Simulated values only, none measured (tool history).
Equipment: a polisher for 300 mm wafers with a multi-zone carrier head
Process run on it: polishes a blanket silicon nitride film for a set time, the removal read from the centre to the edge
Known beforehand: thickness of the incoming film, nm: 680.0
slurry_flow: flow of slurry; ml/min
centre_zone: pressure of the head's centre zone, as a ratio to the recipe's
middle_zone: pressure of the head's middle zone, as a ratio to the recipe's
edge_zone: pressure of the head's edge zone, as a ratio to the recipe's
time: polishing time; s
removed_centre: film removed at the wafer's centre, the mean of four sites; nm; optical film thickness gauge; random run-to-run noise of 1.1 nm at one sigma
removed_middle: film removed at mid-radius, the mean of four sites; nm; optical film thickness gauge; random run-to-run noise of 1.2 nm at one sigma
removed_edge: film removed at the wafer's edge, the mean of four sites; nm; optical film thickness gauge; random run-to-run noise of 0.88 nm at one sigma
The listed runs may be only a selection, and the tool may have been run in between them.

run,hour,slurry_flow,centre_zone,middle_zone,edge_zone,time,removed_centre,removed_middle,removed_edge
1,0.0,125,1.00,1.00,1.00,62,123.860,124.610,127.870
2,1.5,125,0.93,1.00,1.00,62,115.410,125.690,125.530
3,6.5,125,0.93,0.94,1.00,62,116.180,119.200,126.610
4,7.5,120,0.95,0.94,0.97,61,115.550,117.770,121.370
5,12.5,120,0.95,0.90,0.97,61,115.210,115.280,123.740
6,13.5,120,0.95,0.90,0.97,48,91.157,92.261,97.173
7,19.8,130,0.97,0.90,0.96,48,92.993,91.987,96.606
8,22.9,135,0.99,0.92,0.96,48,98.298,93.244,97.953
9,31.0,140,1.00,0.93,0.96,48,98.843,93.775,98.565
10,37.1,145,1.01,0.95,0.96,48,100.420,96.833,98.744

Run 11 comes next. What will it give?
11,42.7,180,1.08,0.94,0.97,48,?,?,?

Run 11 measured removed_centre 111.220 nm, removed_middle 98.667 nm, removed_edge 100.510 nm.
